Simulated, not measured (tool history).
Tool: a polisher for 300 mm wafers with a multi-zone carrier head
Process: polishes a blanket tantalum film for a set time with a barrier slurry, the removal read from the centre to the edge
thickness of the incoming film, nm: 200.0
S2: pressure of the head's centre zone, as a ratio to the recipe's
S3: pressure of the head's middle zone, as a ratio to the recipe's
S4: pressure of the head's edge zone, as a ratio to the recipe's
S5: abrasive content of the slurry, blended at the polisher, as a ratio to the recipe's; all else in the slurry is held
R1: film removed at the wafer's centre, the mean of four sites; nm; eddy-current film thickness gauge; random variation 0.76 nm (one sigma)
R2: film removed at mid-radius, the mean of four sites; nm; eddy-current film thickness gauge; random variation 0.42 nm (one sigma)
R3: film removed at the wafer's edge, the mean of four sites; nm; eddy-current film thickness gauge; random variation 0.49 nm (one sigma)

run 1 hour=0.0 | flow_of_slurry_(ml/min)=245 S2=1.00 S3=1.00 S4=1.00 S5=1.00 polishing_time_(s)=29 | R1=78.212 R2=78.697 R3=81.025
run 2 hour=6.0 | flow_of_slurry_(ml/min)=240 S2=0.99 S3=0.97 S4=0.97 S5=0.90 polishing_time_(s)=29 | R1=75.590 R2=75.638 R3=78.475
run 3 hour=14.8 | flow_of_slurry_(ml/min)=240 S2=0.99 S3=0.97 S4=0.97 S5=0.90 polishing_time_(s)=34 | R1=90.554 R2=89.203 R3=92.360
run 4 hour=23.0 | flow_of_slurry_(ml/min)=235 S2=0.99 S3=0.94 S4=0.96 S5=0.80 polishing_time_(s)=33 | R1=84.545 R2=82.135 R3=85.573
run 5 hour=30.0 | flow_of_slurry_(ml/min)=235 S2=0.99 S3=0.94 S4=0.96 S5=0.80 polishing_time_(s)=38 | R1=97.327 R2=94.981 R3=99.087
run 6 hour=34.5 | flow_of_slurry_(ml/min)=225 S2=0.99 S3=0.92 S4=0.96 S5=0.75 polishing_time_(s)=36 | R1=90.429 R2=86.591 R3=92.677
run 7 hour=39.6 | flow_of_slurry_(ml/min)=220 S2=0.99 S3=0.90 S4=0.95 S5=0.70 polishing_time_(s)=35 | R1=88.106 R2=81.026 R3=87.678
run 8 hour=40.9 | flow_of_slurry_(ml/min)=215 S2=0.97 S3=0.88 S4=0.94 S5=0.65 polishing_time_(s)=34 | R1=80.679 R2=77.180 R3=83.084
run 9 hour=46.8 | flow_of_slurry_(ml/min)=185 S2=1.01 S3=0.81 S4=0.95 S5=0.50 polishing_time_(s)=27 | R1=61.457 R2=53.924 R3=61.857
run 10 hour=54.6 | flow_of_slurry_(ml/min)=195 S2=1.01 S3=0.82 S4=0.96 S5=0.50 polishing_time_(s)=27 | R1=60.201 R2=54.381 R3=62.494
run 11 hour=61.0 | flow_of_slurry_(ml/min)=205 S2=1.02 S3=0.83 S4=0.97 S5=0.50 polishing_time_(s)=27 | R1=62.174 R2=54.177 R3=62.468

The next listed run, before its measurement:
run 12 hour=64.6 | flow_of_slurry_(ml/min)=230 S2=1.00 S3=0.90 S4=1.03 S5=0.60 polishing_time_(s)=27 | R1=? R2=? R3=?

Run 12 gave R1 65.784 nm, R2 61.075 nm, R3 68.239 nm.
